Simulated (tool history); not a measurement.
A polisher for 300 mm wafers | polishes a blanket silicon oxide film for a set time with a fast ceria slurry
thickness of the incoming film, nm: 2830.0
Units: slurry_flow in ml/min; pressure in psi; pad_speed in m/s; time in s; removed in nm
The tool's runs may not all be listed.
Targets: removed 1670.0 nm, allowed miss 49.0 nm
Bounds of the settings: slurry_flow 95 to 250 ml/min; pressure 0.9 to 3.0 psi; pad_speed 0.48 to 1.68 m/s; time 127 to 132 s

Run 1, day 0.000: slurry_flow 160 ml/min, pressure 1.9 psi, pad_speed 1.08 m/s, time 127 s. Result: removed 1295.5 nm.
Run 2, day 0.267: slurry_flow 165 ml/min, pressure 2.0 psi, pad_speed 1.08 m/s, time 127 s. Result: removed 1379.5 nm.
Run 3, day 0.562: slurry_flow 170 ml/min, pressure 2.0 psi, pad_speed 1.08 m/s, time 127 s. Result: removed 1384.4 nm.
Run 4, day 0.908: slurry_flow 170 ml/min, pressure 1.7 psi, pad_speed 1.08 m/s, time 127 s. Result: removed 1189.0 nm.
Run 5, day 1.083: slurry_flow 175 ml/min, pressure 1.8 psi, pad_speed 1.08 m/s, time 127 s. Result: removed 1258.0 nm.
Run 6, day 1.146: slurry_flow 180 ml/min, pressure 1.9 psi, pad_speed 1.08 m/s, time 127 s. Result: removed 1327.4 nm.
Run 7, day 1.238: slurry_flow 190 ml/min, pressure 2.1 psi, pad_speed 1.08 m/s, time 127 s. Result: removed 1487.0 nm.
Run 8, day 1.488: slurry_flow 200 ml/min, pressure 2.2 psi, pad_speed 1.08 m/s, time 127 s. Result: removed 1588.3 nm.
Run 9, day 1.558: slurry_flow 210 ml/min, pressure 2.2 psi, pad_speed 1.08 m/s, time 127 s. Result: removed 1579.2 nm.

5 next moves are on the table. One of them brings every result within its allowed miss. Which?
Run A, day 1.629: slurry_flow 200 ml/min, pressure 2.1 psi, pad_speed 1.18 m/s, time 132 s. Result: removed ?.
Run B, day 1.629: slurry_flow 205 ml/min, pressure 2.5 psi, pad_speed 1.10 m/s, time 128 s. Result: removed ?.
Run C, day 1.629: slurry_flow 230 ml/min, pressure 2.1 psi, pad_speed 1.06 m/s, time 131 s. Result: removed ?.
Run D, day 1.629: slurry_flow 240 ml/min, pressure 2.3 psi, pad_speed 1.20 m/s, time 128 s. Result: removed ?.
Run E, day 1.629: slurry_flow 225 ml/min, pressure 2.5 psi, pad_speed 0.74 m/s, time 129 s. Result: removed ?.

move  removed
   A   1642.4
   B   1811.4
   C   1551.0
   D   1800.4
   E   1467.6
A: meets every target
B: takes the result that was furthest off past its target
C: further off than the last run
D: takes the result that was furthest off past its target
E: further off than the last run
Answer: A
